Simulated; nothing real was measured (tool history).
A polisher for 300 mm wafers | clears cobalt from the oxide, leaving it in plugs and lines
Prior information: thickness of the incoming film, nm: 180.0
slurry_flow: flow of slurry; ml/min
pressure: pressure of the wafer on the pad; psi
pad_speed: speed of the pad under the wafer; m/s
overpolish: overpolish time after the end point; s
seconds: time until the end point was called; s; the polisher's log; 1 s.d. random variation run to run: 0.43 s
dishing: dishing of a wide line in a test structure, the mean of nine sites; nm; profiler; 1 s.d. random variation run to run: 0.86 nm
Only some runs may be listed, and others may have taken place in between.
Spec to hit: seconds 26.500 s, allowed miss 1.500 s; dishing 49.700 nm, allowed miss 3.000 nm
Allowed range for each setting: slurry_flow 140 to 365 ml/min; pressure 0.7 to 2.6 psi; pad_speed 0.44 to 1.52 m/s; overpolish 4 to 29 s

run  hour  slurry_flow  pressure  pad_speed  overpolish  seconds  dishing
  1   0.0          235       1.6       0.98          15   40.809   40.317
  2   5.1          235       1.8       0.98          15   37.423   43.028
  3   6.2          235       1.8       0.98          19   38.193   47.848
  4   7.9          235       1.9       0.98          18   37.162   47.155
  5  11.1          235       2.1       1.00          17   32.911   48.229
  6  13.1          235       1.9       1.00          17   36.270   47.246
  7  21.1          235       2.1       1.00          16   32.515   47.978
  8  25.5          235       2.5       1.02          14   28.591   48.351

Exercise: of the 4 proposed moves below, exactly one satisfies all targets within the stated allowed misses. Which move is it?
  A  29.9          190       2.6       1.10          11        ?        ?
  B  29.9          235       2.5       1.08          15        ?        ?
  C  29.9          265       2.6       1.06          11        ?        ?
  D  29.9          240       2.6       1.26           9        ?        ?

move  seconds  dishing
   A   26.746   43.199
   B   27.185   49.173
   C   26.325   43.547
   D   23.323   41.796
A: meets the target for the result that was furthest off, but another lies outside its allowed miss
B: all results in spec
C: meets the target for the result that was furthest off, but another lies outside its allowed miss
D: carries the result that was furthest off beyond its target, to the other side
Go with B: it meets all targets.
